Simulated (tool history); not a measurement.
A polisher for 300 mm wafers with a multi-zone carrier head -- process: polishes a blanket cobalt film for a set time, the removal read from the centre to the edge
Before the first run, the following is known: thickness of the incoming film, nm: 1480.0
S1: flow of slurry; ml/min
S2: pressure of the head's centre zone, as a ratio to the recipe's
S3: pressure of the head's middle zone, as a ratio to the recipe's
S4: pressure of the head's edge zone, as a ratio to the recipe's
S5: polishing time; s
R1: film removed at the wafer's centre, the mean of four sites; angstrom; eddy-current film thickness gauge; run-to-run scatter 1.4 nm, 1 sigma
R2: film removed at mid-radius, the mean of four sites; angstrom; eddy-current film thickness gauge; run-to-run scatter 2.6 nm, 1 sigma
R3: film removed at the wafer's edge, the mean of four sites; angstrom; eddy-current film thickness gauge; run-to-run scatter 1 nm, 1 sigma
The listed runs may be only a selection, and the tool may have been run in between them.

run    day   S1    S2    S3    S4  S5      R1      R2      R3
  1      0  185     1     1     1  69  1857.3    1988    2024
  2  0.371  185     1     1     1  63  1690.5    1837  1871.6
  3  0.583  180  0.99     1  0.98  63  1678.6  1891.8  1841.9
  4  0.917  175  0.99  0.99  0.97  62  1633.2  1773.5  1776.1
  5  1.179  175  1.06  0.99  0.97  62  1747.4  1808.9  1762.6
  6  1.204  170  1.05  0.99  0.96  62  1732.7  1793.4  1789.7
  7  1.292  165  1.04  0.99  0.94  62  1700.9  1770.9  1763.6
  8  1.425  160  1.03     1  0.93  62  1651.6  1768.7  1727.4
  9  1.596  155  1.03  1.01  0.92  62  1647.7  1808.9    1699

Forecast run 10:
     1.775  -- centre zone pressure recalibrated
 10  1.775  150  1.02  1.01  0.92  62   ?   ?   ?

R1: 1765.4 angstrom
R2: 1771.6 angstrom
R3: 1705.3 angstrom
